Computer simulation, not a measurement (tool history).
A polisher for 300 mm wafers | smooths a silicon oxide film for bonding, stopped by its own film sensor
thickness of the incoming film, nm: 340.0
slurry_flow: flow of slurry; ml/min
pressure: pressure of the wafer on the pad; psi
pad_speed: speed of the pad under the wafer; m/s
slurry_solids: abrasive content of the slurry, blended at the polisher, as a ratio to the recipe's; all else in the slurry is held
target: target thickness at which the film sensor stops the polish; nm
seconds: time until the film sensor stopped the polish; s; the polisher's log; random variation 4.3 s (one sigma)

{"run": 1, "day": 0.0, "slurry_flow": 220, "pressure": 1.6, "pad_speed": 0.74, "slurry_solids": 1, "target": 272, "seconds": 176.3}
{"run": 2, "day": 0.146, "slurry_flow": 220, "pressure": 1.6, "pad_speed": 0.82, "slurry_solids": 1, "target": 272, "seconds": 163.41}
{"run": 3, "day": 0.217, "slurry_flow": 220, "pressure": 1.6, "pad_speed": 0.82, "slurry_solids": 1.15, "target": 272, "seconds": 152.57}
{"run": 4, "day": 0.592, "slurry_flow": 220, "pressure": 1.6, "pad_speed": 0.82, "slurry_solids": 1.05, "target": 272, "seconds": 157.79}
{"run": 5, "day": 0.946, "slurry_flow": 170, "pressure": 1.6, "pad_speed": 0.82, "slurry_solids": 1.05, "target": 272, "seconds": 169.21}
{"run": 6, "day": 0.988, "slurry_flow": 220, "pressure": 1.6, "pad_speed": 0.82, "slurry_solids": 1.05, "target": 272, "seconds": 161.34}
{"run": 7, "day": 1.3, "slurry_flow": 220, "pressure": 1.5, "pad_speed": 0.82, "slurry_solids": 1.05, "target": 272, "seconds": 169.32}
{"run": 8, "day": 1.55, "slurry_flow": 220, "pressure": 1.4, "pad_speed": 0.82, "slurry_solids": 1.05, "target": 272, "seconds": 169.92}
{"run": 9, "day": 1.908, "slurry_flow": 220, "pressure": 1.3, "pad_speed": 0.78, "slurry_solids": 1.05, "target": 272, "seconds": 187.11}

Run 10 comes next. What will it give?
{"run": 10, "day": 2.167, "slurry_flow": 220, "pressure": 1.3, "pad_speed": 0.78, "slurry_solids": 1.05, "target": 272, "seconds": "?"}

Run 10 gave seconds 188.06 s.
